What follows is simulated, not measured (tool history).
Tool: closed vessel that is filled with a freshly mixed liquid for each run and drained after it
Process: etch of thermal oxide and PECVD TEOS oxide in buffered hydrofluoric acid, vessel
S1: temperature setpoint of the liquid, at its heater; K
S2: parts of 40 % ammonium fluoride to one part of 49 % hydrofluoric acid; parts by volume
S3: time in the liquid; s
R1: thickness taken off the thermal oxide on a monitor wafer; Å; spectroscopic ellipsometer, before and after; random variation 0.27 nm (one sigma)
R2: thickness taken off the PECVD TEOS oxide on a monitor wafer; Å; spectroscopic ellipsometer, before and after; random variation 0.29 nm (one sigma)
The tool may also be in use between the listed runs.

run 1 hour=0 | S1=295.15 S2=9 S3=60 | R1=608.32 R2=785.43
run 2 hour=1.2 | S1=295.15 S2=9 S3=40 | R1=404.94 R2=520.81
run 3 hour=9.9 | S1=295.15 S2=7.5 S3=40 | R1=493.12 R2=642.43
run 4 hour=13 | S1=295.15 S2=7.5 S3=65 | R1=807.46 R2=1034.6
run 5 hour=21.9 | S1=294.15 S2=8.5 S3=65 | R1=659.16 R2=854.74
run 6 hour=27.1 | S1=293.65 S2=9 S3=65 | R1=604.3 R2=783.82
run 7 hour=27.6 | S1=293.15 S2=9.5 S3=65 | R1=568.06 R2=732.41

Run 8 comes next. What will it give?
run 8 hour=29.3 | S1=292.65 S2=10 S3=65 | R1=? R2=?

R1: 535.39 Å
R2: 694.94 Å
